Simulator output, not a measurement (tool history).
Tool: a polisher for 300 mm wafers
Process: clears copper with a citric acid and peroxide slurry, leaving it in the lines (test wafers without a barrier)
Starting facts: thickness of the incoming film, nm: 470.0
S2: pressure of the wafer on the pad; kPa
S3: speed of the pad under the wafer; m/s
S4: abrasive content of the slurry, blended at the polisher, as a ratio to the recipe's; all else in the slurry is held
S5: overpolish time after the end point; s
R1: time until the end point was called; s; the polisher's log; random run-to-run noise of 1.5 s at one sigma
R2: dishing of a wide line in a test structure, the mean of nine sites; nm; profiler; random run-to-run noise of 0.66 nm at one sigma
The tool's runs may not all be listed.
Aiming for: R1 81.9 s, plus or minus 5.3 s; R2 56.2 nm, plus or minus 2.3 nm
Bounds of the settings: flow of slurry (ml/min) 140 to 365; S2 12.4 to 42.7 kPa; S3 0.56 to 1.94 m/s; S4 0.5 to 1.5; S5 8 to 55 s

run 1 hour=0 | flow_of_slurry_(ml/min)=235 S2=27.6 S3=1.24 S4=1 S5=28 | R1=109.85 R2=45.469
run 2 hour=2 | flow_of_slurry_(ml/min)=235 S2=22.1 S3=1.24 S4=1 S5=28 | R1=125.68 R2=42.036
run 3 hour=8.4 | flow_of_slurry_(ml/min)=235 S2=26.2 S3=1.26 S4=1 S5=29 | R1=107.48 R2=44.759
run 4 hour=10.6 | flow_of_slurry_(ml/min)=235 S2=26.2 S3=1.26 S4=1 S5=34 | R1=105.98 R2=48.143
run 5 hour=11.5 | flow_of_slurry_(ml/min)=235 S2=28.3 S3=1.26 S4=1 S5=35 | R1=106.2 R2=50.441
run 6 hour=14.8 | flow_of_slurry_(ml/min)=235 S2=30.3 S3=1.28 S4=1 S5=34 | R1=93.906 R2=50.299
run 7 hour=15.9 | flow_of_slurry_(ml/min)=235 S2=31.7 S3=1.28 S4=1 S5=36 | R1=91.683 R2=51.885
run 8 hour=21.1 | flow_of_slurry_(ml/min)=235 S2=32.4 S3=1.28 S4=1 S5=37 | R1=89.845 R2=52.959
run 9 hour=23.2 | flow_of_slurry_(ml/min)=235 S2=33.1 S3=1.28 S4=1 S5=38 | R1=89.954 R2=52.496
run 10 hour=28.5 | flow_of_slurry_(ml/min)=235 S2=33.8 S3=1.28 S4=1 S5=39 | R1=86.424 R2=53.488
run 11 hour=34.5 | flow_of_slurry_(ml/min)=235 S2=33.8 S3=1.28 S4=1 S5=40 | R1=86.127 R2=52.998
run 12 hour=41.2 | flow_of_slurry_(ml/min)=235 S2=33.8 S3=1.28 S4=1 S5=42 | R1=84.213 R2=55.362

Pick the move, out of 4, that brings all results within their allowed miss; only one does.
run A hour=47.9 | flow_of_slurry_(ml/min)=160 S2=37.9 S3=1.32 S4=1.15 S5=32 | R1=? R2=?
run B hour=47.9 | flow_of_slurry_(ml/min)=190 S2=33.8 S3=1.32 S4=0.85 S5=34 | R1=? R2=?
run C hour=47.9 | flow_of_slurry_(ml/min)=205 S2=35.9 S3=1.32 S4=0.95 S5=48 | R1=? R2=?
run D hour=47.9 | flow_of_slurry_(ml/min)=225 S2=34.5 S3=1.16 S4=0.9 S5=48 | R1=? R2=?

move=A R1=80.031 R2=51.711
move=B R1=93.52 R2=50.233
move=C R1=85.873 R2=54.389
move=D R1=101.01 R2=53.176
A: the worst result of the last run now meets its target, but another is out of spec
B: moves away from the targets compared with the last run
C: hits every target within its allowed miss
D: moves away from the targets compared with the last run
C is the move that brings every result within its allowed miss.

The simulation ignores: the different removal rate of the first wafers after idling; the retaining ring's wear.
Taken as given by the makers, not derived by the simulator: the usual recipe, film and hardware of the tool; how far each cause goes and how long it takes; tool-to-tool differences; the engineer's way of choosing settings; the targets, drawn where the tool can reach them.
